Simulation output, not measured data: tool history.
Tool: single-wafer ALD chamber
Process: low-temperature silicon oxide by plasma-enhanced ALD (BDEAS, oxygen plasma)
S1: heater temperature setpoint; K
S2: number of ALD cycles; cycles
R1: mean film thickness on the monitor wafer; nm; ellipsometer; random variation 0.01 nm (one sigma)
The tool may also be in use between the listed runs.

run 1 hour=0 | S1=368.15 S2=23 | R1=3.444
run 2 hour=5 | S1=375.15 S2=23 | R1=3.3616
run 3 hour=5.7 | S1=373.15 S2=24 | R1=3.5004
run 4 hour=8.6 | S1=371.15 S2=25 | R1=3.703
run 5 hour=16.1 | S1=371.15 S2=24 | R1=3.5257
run 6 hour=20.9 | S1=369.15 S2=25 | R1=3.7068
run 7 hour=27.3 | S1=368.15 S2=25 | R1=3.7292
run 8 hour=32.4 | S1=366.15 S2=25 | R1=3.7466
run 9 hour=39.7 | S1=365.15 S2=25 | R1=3.7638
run 10 hour=45.8 | S1=364.15 S2=25 | R1=3.7678
run 11 hour=48.9 | S1=363.15 S2=25 | R1=3.7776
run 12 hour=51.9 | S1=362.15 S2=25 | R1=3.7853

The next listed run, before its measurement:
run 13 hour=53.3 | S1=361.15 S2=25 | R1=?

{"run 13": {"R1": 3.7924}}
